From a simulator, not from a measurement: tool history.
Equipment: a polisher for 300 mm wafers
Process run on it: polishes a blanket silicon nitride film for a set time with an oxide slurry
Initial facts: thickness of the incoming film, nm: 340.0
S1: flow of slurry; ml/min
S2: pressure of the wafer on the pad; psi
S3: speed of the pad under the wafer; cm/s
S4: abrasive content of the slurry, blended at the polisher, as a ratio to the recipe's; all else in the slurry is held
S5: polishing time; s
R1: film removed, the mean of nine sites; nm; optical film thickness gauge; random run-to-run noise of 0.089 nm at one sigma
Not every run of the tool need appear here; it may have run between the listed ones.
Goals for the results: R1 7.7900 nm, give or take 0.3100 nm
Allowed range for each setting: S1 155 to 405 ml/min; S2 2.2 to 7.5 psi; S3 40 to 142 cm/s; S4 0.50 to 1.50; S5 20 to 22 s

run 1 hour=0.0 | S1=260 S2=4.8 S3=90 S4=1.00 S5=22 | R1=15.6860
run 2 hour=4.6 | S1=305 S2=4.8 S3=90 S4=1.00 S5=22 | R1=16.3470
run 3 hour=9.6 | S1=305 S2=4.8 S3=90 S4=1.20 S5=22 | R1=17.4170
run 4 hour=17.0 | S1=305 S2=4.8 S3=82 S4=1.20 S5=22 | R1=16.1680
run 5 hour=23.9 | S1=300 S2=4.3 S3=78 S4=1.20 S5=22 | R1=14.2950
run 6 hour=27.5 | S1=300 S2=4.3 S3=78 S4=1.00 S5=22 | R1=12.9050
run 7 hour=30.5 | S1=300 S2=3.9 S3=76 S4=1.00 S5=22 | R1=11.5050
run 8 hour=33.3 | S1=300 S2=3.6 S3=76 S4=1.00 S5=22 | R1=10.6560
run 9 hour=37.5 | S1=300 S2=3.4 S3=76 S4=1.00 S5=22 | R1=9.9249
run 10 hour=40.9 | S1=300 S2=3.2 S3=76 S4=1.00 S5=22 | R1=9.4427
run 11 hour=46.6 | S1=300 S2=3.1 S3=76 S4=1.00 S5=22 | R1=9.0704
run 12 hour=55.3 | S1=300 S2=2.3 S3=76 S4=1.00 S5=22 | R1=7.0030

Which one of the following 4 next-run settings gets every result inside its allowed miss? There is exactly one.
run A hour=64.0 | S1=265 S2=2.3 S3=92 S4=1.20 S5=20 | R1=?
run B hour=64.0 | S1=305 S2=2.4 S3=94 S4=0.95 S5=22 | R1=?
run C hour=64.0 | S1=275 S2=2.7 S3=62 S4=0.95 S5=20 | R1=?
run D hour=64.0 | S1=340 S2=2.7 S3=88 S4=0.95 S5=21 | R1=?

move=A R1=7.8109
move=B R1=8.2982
move=C R1=5.9922
move=D R1=8.4689
A: each result inside its tolerance
B: takes the biggest miss from the last run beyond its target
C: further off than the last run
D: takes the biggest miss from the last run beyond its target
Move A is the one to make.

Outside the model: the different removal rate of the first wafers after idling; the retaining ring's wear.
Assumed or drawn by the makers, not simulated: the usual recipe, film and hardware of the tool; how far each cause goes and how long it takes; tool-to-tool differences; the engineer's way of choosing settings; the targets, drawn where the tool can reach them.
